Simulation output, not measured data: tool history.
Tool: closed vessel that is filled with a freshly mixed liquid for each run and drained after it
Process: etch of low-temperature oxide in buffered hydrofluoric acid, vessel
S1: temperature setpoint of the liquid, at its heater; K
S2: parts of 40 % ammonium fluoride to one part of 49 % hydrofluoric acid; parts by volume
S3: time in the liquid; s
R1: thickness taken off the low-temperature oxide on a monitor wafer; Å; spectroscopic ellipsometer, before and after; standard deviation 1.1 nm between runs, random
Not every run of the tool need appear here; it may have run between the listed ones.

Run 1, day 0.000: S1 296.15 K, S2 15.5 parts by volume, S3 105 s. Result: R1 1748.3 Å.
Run 2, day 0.354: S1 299.15 K, S2 15.5 parts by volume, S3 105 s. Result: R1 2084.3 Å.
Run 3, day 0.575: S1 299.15 K, S2 15.5 parts by volume, S3 115 s. Result: R1 2245.5 Å.
Run 4, day 0.833: S1 297.65 K, S2 16.0 parts by volume, S3 115 s. Result: R1 2026.3 Å.
Run 5, day 1.004: S1 300.65 K, S2 16.0 parts by volume, S3 115 s. Result: R1 2391.9 Å.
Run 6, day 1.154: S1 298.65 K, S2 16.5 parts by volume, S3 115 s. Result: R1 2070.0 Å.
Run 7, day 1.442: S1 294.65 K, S2 17.5 parts by volume, S3 115 s. Result: R1 1583.3 Å.
Run 8, day 1.479: S1 293.65 K, S2 17.5 parts by volume, S3 115 s. Result: R1 1465.8 Å.
Run 9, day 1.721: S1 293.15 K, S2 17.5 parts by volume, S3 115 s. Result: R1 1453.7 Å.
Run 10, day 2.000: S1 292.65 K, S2 17.5 parts by volume, S3 115 s. Result: R1 1417.1 Å.
Run 11, day 2.333: S1 292.15 K, S2 17.5 parts by volume, S3 115 s. Result: R1 1355.0 Å.

Run 12 has not been measured yet. What should we expect?
Run 12, day 2.475: S1 291.65 K, S2 17.5 parts by volume, S3 115 s. Result: R1 ?.

R1: 1331.9 Å

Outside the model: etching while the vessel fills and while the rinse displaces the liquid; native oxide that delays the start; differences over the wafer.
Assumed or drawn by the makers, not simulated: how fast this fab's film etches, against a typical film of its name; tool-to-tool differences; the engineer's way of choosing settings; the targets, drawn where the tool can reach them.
